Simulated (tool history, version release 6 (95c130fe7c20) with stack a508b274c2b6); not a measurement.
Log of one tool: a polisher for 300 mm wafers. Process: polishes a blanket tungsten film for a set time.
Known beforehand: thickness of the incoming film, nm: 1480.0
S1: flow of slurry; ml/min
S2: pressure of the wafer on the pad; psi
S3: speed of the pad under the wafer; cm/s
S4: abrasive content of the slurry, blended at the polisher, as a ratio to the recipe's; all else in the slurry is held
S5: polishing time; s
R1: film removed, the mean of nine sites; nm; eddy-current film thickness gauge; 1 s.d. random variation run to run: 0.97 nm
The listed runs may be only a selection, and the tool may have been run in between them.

{"run": 1, "hour": 0.0, "S1": 150, "S2": 2.3, "S3": 108, "S4": 1, "S5": 31, "R1": 84.273}
{"run": 2, "hour": 0.6, "S1": 125, "S2": 2.3, "S3": 108, "S4": 1, "S5": 31, "R1": 81.527}
{"run": 3, "hour": 1.9, "S1": 125, "S2": 2.3, "S3": 94, "S4": 1, "S5": 31, "R1": 70.297}
{"run": 4, "hour": 6.9, "S1": 125, "S2": 2.3, "S3": 94, "S4": 1, "S5": 28, "R1": 63.189}
{"run": 5, "hour": 9.9, "S1": 140, "S2": 2.6, "S3": 94, "S4": 1, "S5": 28, "R1": 73.101}
{"run": 6, "hour": 17.5, "S1": 150, "S2": 2.8, "S3": 96, "S4": 1, "S5": 28, "R1": 79.716}
{"run": 7, "hour": 24.7, "S1": 155, "S2": 3, "S3": 98, "S4": 1, "S5": 28, "R1": 88.308}

Run 8 is up next; what results do you expect?
{"run": 8, "hour": 31.3, "S1": 175, "S2": 3.6, "S3": 102, "S4": 1, "S5": 28, "R1": "?"}

Run 8 gave R1 112.53 nm.

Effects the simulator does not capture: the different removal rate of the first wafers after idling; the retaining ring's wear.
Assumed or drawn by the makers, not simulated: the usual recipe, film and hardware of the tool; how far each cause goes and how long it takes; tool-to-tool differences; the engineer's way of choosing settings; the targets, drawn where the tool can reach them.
